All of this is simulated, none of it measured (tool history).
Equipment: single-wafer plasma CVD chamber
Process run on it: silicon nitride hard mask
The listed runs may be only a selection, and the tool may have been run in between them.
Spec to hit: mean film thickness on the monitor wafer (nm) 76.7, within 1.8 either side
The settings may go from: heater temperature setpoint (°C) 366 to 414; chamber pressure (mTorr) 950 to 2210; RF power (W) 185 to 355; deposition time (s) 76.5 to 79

run,hour,heater temperature setpoint (°C),chamber pressure (mTorr),RF power (W),deposition time (s),mean film thickness on the monitor wafer (nm)
1,0,390,1580,270,76.5,88.412
2,3.5,390,1770,270,76.5,91.503
3,7.1,390,1620,260,76.5,86.83
4,11,390,1620,260,79,88.935
# hour 16.5: capacitance manometer re-zeroed and calibrated
5,16.5,394,1620,260,79,88.214
6,17.1,395,1500,255,79,84.701
7,24.7,396,1410,255,79,82.551
8,31.3,397,1350,255,79,81.583

Next run, 4 choices. One meets every target within its allowed miss, the rest don't. Which?
A,37.9,396,1720,215,79,?
B,37.9,392,1420,255,78.1,?
C,37.9,392,1440,245,79,?
D,37.9,393,1430,250,78.6,?

move,mean film thickness on the monitor wafer (nm)
A,75.428
B,82.087
C,80.588
D,81.374
A: hits every target within its allowed miss
B: misses by more than the last run did
C: nearer the targets than the last run, but a result is still out of spec
D: just as far off the targets as the last run
Go with A: it meets all targets.
